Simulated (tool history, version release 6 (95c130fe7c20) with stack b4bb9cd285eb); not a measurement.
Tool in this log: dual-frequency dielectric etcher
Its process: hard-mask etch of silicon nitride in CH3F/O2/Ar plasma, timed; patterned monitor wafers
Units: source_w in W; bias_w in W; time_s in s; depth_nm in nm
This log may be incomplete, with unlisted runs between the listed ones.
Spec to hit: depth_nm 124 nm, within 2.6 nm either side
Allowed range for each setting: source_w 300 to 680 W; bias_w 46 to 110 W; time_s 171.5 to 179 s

run  hour  source_w  bias_w  time_s  depth_nm
  1     0       490      78   171.5    149.04
  2   4.2       490      78   171.5    148.57
  3   8.3       470      77   171.5    145.79
  4    14       450      76   171.5    143.85
  5  16.1       430      74   171.5    137.17
  6  20.7       420      74   171.5     138.3
  7  25.8       410      73   171.5    136.31
  8  30.2       310      68   171.5    116.97

Exercise: of the 5 proposed moves below, exactly one satisfies all targets within the stated allowed misses. Which move is it?
  A  34.6       370      56     177         ?
  B  34.6       300      65   176.5         ?
  C  34.6       320      59     173         ?
  D  34.6       300      56   171.5         ?
  E  34.6       300      69   173.5         ?

move  depth_nm
   A    123.81
   B    118.35
   C    115.62
   D     109.7
   E    118.61
A: every result within its allowed miss
B: gains on the last run, yet a result remains outside its allowed miss
C: lands further from the targets than the last run did
D: lands further from the targets than the last run did
E: gains on the last run, yet a result remains outside its allowed miss
The move that meets every target is A.

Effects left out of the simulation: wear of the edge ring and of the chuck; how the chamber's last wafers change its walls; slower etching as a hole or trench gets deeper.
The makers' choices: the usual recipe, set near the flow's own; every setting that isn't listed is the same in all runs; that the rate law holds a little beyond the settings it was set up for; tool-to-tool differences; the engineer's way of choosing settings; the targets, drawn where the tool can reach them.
